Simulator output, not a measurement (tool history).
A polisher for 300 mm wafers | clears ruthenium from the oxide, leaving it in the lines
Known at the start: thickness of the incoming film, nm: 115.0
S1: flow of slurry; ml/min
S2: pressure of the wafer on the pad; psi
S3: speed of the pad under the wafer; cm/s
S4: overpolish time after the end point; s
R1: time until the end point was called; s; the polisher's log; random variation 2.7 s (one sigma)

run,hour,S1,S2,S3,S4,R1
1,0.0,290,1.5,118,12,121.950
2,0.8,290,1.8,118,12,101.220
3,3.6,290,1.7,114,12,108.220
4,8.7,290,1.7,98,12,122.910
5,13.8,290,1.7,122,12,105.270
6,19.4,290,1.7,148,12,90.882
7,26.2,285,1.6,140,12,101.550
8,27.7,280,1.5,132,12,111.300
9,30.9,280,1.4,124,12,122.420
10,34.3,280,1.3,116,12,142.180

Forecast run 11:
11,38.0,275,0.9,98,12,?

Run 11 gave R1 218.150 s.
